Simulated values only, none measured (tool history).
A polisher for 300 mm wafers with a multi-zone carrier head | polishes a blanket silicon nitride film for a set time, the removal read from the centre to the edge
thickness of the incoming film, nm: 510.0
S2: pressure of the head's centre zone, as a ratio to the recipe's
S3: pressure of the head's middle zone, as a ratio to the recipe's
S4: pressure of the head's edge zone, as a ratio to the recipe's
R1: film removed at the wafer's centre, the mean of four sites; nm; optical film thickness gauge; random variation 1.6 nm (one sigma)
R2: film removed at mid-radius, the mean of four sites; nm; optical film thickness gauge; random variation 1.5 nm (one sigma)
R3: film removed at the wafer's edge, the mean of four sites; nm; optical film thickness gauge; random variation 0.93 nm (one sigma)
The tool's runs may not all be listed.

Run 1, day 0.000: flow of slurry (ml/min) 310, S2 1.00, S3 1.00, S4 1.00, polishing time (s) 75. Result: R1 105.21 nm, R2 104.950 nm, R3 107.040 nm.
Run 2, day 0.192: flow of slurry (ml/min) 310, S2 1.02, S3 1.01, S4 0.96, polishing time (s) 73. Result: R1 106.30 nm, R2 103.540 nm, R3 103.030 nm.
Run 3, day 0.400: flow of slurry (ml/min) 310, S2 1.03, S3 1.03, S4 0.93, polishing time (s) 71. Result: R1 104.77 nm, R2 103.250 nm, R3 97.582 nm.
Run 4, day 0.712: flow of slurry (ml/min) 230, S2 1.03, S3 1.03, S4 0.93, polishing time (s) 71. Result: R1 100.77 nm, R2 97.863 nm, R3 94.660 nm.
Run 5, day 1.083: flow of slurry (ml/min) 270, S2 1.03, S3 1.03, S4 0.93, polishing time (s) 71. Result: R1 105.47 nm, R2 96.973 nm, R3 95.400 nm.
Run 6, day 1.300: flow of slurry (ml/min) 270, S2 1.03, S3 1.03, S4 0.93, polishing time (s) 82. Result: R1 121.76 nm, R2 116.360 nm, R3 112.570 nm.
Run 7, day 1.562: flow of slurry (ml/min) 265, S2 1.03, S3 1.04, S4 0.91, polishing time (s) 79. Result: R1 115.80 nm, R2 110.430 nm, R3 108.240 nm.
Run 8, day 1.867: flow of slurry (ml/min) 265, S2 1.04, S3 1.06, S4 0.90, polishing time (s) 76. Result: R1 111.11 nm, R2 109.150 nm, R3 101.980 nm.

Run 9 comes next. What will it give?
Run 9, day 2.138: flow of slurry (ml/min) 260, S2 1.05, S3 1.06, S4 0.88, polishing time (s) 74. Result: R1 ?, R2 ?, R3 ?.

R1: 112.08 nm
R2: 108.580 nm
R3: 97.729 nm
